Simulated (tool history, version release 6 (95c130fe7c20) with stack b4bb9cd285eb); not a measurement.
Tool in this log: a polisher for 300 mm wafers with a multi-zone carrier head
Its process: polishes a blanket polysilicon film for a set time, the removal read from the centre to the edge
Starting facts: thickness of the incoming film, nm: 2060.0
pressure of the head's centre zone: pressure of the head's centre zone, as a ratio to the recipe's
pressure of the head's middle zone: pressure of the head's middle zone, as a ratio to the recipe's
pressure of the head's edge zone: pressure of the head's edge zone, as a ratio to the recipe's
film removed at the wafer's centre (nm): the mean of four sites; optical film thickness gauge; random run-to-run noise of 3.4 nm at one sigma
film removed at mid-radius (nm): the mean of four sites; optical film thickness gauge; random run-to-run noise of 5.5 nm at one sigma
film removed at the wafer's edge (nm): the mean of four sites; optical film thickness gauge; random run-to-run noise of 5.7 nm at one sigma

run,hour,flow of slurry (ml/min),pressure of the head's centre zone,pressure of the head's middle zone,pressure of the head's edge zone,polishing time (s),film removed at the wafer's centre (nm),film removed at mid-radius (nm),film removed at the wafer's edge (nm)
1,0.0,235,1.00,1.00,1.00,70,541.35,542.88,547.87
2,7.7,235,1.00,1.00,1.00,62,475.44,478.78,483.42
3,10.3,235,1.05,1.00,1.00,62,500.62,490.55,509.43
4,19.2,235,1.05,1.00,1.06,62,511.30,485.80,518.71
5,22.1,235,0.97,1.00,1.06,62,466.31,492.41,507.48
6,28.0,235,0.97,1.04,1.06,62,461.06,501.72,512.96
7,30.8,230,0.95,0.99,1.01,61,450.20,465.77,483.28
8,31.8,240,0.95,0.98,0.96,59,434.52,457.99,473.24
9,38.6,215,0.97,0.99,0.92,57,421.75,425.53,440.06
10,47.1,205,0.99,1.01,0.89,56,419.68,434.62,418.55
11,54.2,195,0.99,1.00,0.87,56,414.48,419.24,403.54

Forecast run 12:
12,57.2,190,0.99,1.00,0.86,56,?,?,?

{"run 12": {"film removed at the wafer's centre (nm)": 412.63, "film removed at mid-radius (nm)": 418.01, "film removed at the wafer's edge (nm)": 407.65}}

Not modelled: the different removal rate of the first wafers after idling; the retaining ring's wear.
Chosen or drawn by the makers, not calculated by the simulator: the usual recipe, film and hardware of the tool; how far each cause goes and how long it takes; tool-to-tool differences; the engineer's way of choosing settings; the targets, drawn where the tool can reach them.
